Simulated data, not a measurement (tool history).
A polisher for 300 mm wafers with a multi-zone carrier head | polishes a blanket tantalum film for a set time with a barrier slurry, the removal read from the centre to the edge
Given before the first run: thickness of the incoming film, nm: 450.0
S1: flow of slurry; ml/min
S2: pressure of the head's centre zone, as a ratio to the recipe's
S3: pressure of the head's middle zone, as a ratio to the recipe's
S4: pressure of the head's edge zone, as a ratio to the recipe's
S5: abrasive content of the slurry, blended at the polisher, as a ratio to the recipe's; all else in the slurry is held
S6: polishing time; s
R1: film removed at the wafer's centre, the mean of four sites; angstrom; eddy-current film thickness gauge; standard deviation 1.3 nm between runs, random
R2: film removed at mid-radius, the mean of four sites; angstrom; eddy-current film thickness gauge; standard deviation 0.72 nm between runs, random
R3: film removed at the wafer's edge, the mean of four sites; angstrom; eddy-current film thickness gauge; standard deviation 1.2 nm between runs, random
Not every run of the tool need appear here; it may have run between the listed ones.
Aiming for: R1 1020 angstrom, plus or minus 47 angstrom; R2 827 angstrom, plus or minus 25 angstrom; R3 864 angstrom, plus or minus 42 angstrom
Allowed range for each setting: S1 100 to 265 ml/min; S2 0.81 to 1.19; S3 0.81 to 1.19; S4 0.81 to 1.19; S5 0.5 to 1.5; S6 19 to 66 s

run 1 day=0 | S1=170 S2=1 S3=1 S4=1 S5=1 S6=42 | R1=952.27 R2=954.39 R3=936.03
run 2 day=0.121 | S1=170 S2=1 S3=1 S4=1 S5=1 S6=32 | R1=730.81 R2=721.47 R3=704.81
run 3 day=0.288 | S1=170 S2=1 S3=1 S4=1 S5=0.9 S6=32 | R1=686.4 R2=703.66 R3=702.54
run 4 day=0.662 | S1=170 S2=0.92 S3=1 S4=1 S5=0.9 S6=32 | R1=650.51 R2=685.48 R3=696.47
run 5 day=0.721 | S1=170 S2=0.92 S3=1.04 S4=1 S5=0.9 S6=32 | R1=663.38 R2=726.86 R3=692.37
run 6 day=0.796 | S1=210 S2=0.92 S3=1.04 S4=1 S5=0.9 S6=32 | R1=665.32 R2=747.66 R3=697.31
run 7 day=0.925 | S1=200 S2=0.96 S3=1.02 S4=1.01 S5=1 S6=32 | R1=719.43 R2=757.5 R3=702.12
run 8 day=1.242 | S1=185 S2=0.98 S3=1 S4=1.02 S5=1.1 S6=33 | R1=764.44 R2=779.64 R3=754.92
run 9 day=1.321 | S1=220 S2=1.08 S3=0.96 S4=1.1 S5=1.25 S6=33 | R1=877.77 R2=783.7 R3=842.98

Which single option among these 4 for the next run brings every result within its allowed miss of target? Just one does.
run A day=1.4 | S1=235 S2=1.15 S3=1.01 S4=1.04 S5=1.35 S6=34 | R1=? R2=? R3=?
run B day=1.4 | S1=225 S2=1.13 S3=0.92 S4=1.01 S5=1.5 S6=34 | R1=? R2=? R3=?
run C day=1.4 | S1=245 S2=1.14 S3=0.98 S4=1.03 S5=1.2 S6=36 | R1=? R2=? R3=?
run D day=1.4 | S1=215 S2=1.19 S3=0.92 S4=1.01 S5=1.25 S6=39 | R1=? R2=? R3=?

move=A R1=1017 R2=870.07 R3=848.31
move=B R1=1015.4 R2=818.7 R3=853.04
move=C R1=1044.1 R2=878.25 R3=873.41
move=D R1=1171.3 R2=896.74 R3=936.01
A: corrects the largest miss of the last run, while another result sits out of spec
B: every result within its allowed miss
C: corrects the largest miss of the last run, while another result sits out of spec
D: the result that was furthest off in the last run now lies on the other side of its target
B meets every target.
